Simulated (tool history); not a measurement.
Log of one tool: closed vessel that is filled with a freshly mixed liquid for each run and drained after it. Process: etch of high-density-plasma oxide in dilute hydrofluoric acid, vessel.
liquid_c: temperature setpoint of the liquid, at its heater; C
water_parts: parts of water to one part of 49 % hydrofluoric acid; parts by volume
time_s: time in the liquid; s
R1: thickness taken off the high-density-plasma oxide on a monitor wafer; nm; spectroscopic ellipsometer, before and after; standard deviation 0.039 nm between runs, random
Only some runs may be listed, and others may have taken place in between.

Run 1, hour 0: liquid_c 23 C, water_parts 135 parts by volume, time_s 30 s. Result: R1 2.4686 nm.
Run 2, hour 5.5: liquid_c 21.5 C, water_parts 135 parts by volume, time_s 30 s. Result: R1 2.3671 nm.
Run 3, hour 8: liquid_c 24 C, water_parts 125 parts by volume, time_s 30 s. Result: R1 2.8056 nm.
Run 4, hour 14.1: liquid_c 24 C, water_parts 160 parts by volume, time_s 30 s. Result: R1 2.138 nm.
Run 5, hour 17.8: liquid_c 24 C, water_parts 205 parts by volume, time_s 30 s. Result: R1 1.5533 nm.
Run 6, hour 19.1: liquid_c 20.5 C, water_parts 205 parts by volume, time_s 30 s. Result: R1 1.353 nm.

The next listed run, before its measurement:
Run 7, hour 26.7: liquid_c 23.5 C, water_parts 170 parts by volume, time_s 30 s. Result: R1 ?.

Run 7 measured R1 1.916 nm.
